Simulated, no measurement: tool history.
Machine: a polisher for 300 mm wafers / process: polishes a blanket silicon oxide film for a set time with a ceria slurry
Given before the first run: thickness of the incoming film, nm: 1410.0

run,hour,flow of slurry (ml/min),pressure of the wafer on the pad (psi),speed of the pad under the wafer (m/s),polishing time (s),film removed (nm)
1,0.0,300,2.4,0.88,54,148.53
2,1.2,300,2.4,0.88,48,134.40
3,8.2,300,2.4,1.06,48,159.04
4,10.6,300,2.4,1.14,48,168.34
5,15.5,300,2.4,1.14,54,191.30
6,17.4,300,2.4,1.14,48,171.36

For run 7, what comes out?
7,22.3,300,2.6,1.14,48,?

film removed (nm): 182.90
